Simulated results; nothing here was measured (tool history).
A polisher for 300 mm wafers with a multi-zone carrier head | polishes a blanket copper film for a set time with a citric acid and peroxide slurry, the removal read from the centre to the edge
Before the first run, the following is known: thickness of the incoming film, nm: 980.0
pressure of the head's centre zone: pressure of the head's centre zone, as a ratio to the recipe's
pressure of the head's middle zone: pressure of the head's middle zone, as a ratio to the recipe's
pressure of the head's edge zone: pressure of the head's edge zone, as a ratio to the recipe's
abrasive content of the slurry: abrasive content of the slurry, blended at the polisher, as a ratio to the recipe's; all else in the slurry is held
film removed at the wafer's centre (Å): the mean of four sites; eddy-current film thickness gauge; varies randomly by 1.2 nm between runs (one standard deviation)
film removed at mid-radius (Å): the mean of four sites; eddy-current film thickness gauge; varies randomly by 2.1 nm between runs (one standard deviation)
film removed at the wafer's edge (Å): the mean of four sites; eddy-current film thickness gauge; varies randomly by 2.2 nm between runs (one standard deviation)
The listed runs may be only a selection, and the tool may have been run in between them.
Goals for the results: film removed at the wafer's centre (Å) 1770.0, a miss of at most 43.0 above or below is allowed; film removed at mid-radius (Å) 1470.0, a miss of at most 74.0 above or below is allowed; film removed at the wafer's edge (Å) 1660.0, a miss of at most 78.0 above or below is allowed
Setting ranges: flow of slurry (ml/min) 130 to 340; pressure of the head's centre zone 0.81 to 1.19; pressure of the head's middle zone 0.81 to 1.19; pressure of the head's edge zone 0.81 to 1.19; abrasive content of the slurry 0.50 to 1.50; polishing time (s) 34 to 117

run	hour	flow of slurry (ml/min)	pressure of the head's centre zone	pressure of the head's middle zone	pressure of the head's edge zone	abrasive content of the slurry	polishing time (s)	film removed at the wafer's centre (Å)	film removed at mid-radius (Å)	film removed at the wafer's edge (Å)
1	0.0	220	1.00	1.00	1.00	1.00	75	1506.1	1295.8	1339.0
2	1.7	230	1.01	1.00	1.04	1.10	76	1598.3	1399.9	1472.3
3	5.1	245	1.02	0.99	1.06	1.10	76	1622.0	1364.8	1442.8
4	12.8	245	1.02	0.99	1.06	1.20	76	1634.9	1373.5	1502.8
5	19.4	245	1.02	0.99	1.01	1.20	76	1677.2	1406.9	1443.9
6	20.9	250	1.03	0.99	1.04	1.25	76	1702.9	1427.7	1484.4
7	24.8	250	1.03	0.99	1.07	1.30	76	1724.6	1438.6	1498.2
8	28.1	250	1.02	0.98	1.10	1.35	77	1751.5	1474.6	1554.9

4 next moves are on the table. One of them brings every result within its allowed miss. Which?
A	31.4	325	1.05	0.98	1.09	1.50	71	?	?	?
B	31.4	195	0.98	1.08	1.17	1.30	81	?	?	?
C	31.4	280	1.06	1.07	1.16	1.05	78	?	?	?
D	31.4	250	1.00	0.95	1.13	1.30	81	?	?	?

move	film removed at the wafer's centre (Å)	film removed at mid-radius (Å)	film removed at the wafer's edge (Å)
A	1757.6	1442.2	1487.9
B	1699.7	1631.6	1611.6
C	1738.2	1523.1	1497.7
D	1786.2	1504.1	1624.8
A: misses by more than the last run did
B: brings the result that was furthest off to its target, and leaves another outside
C: misses by more than the last run did
D: all results in spec
Correct choice: D, which meets every target
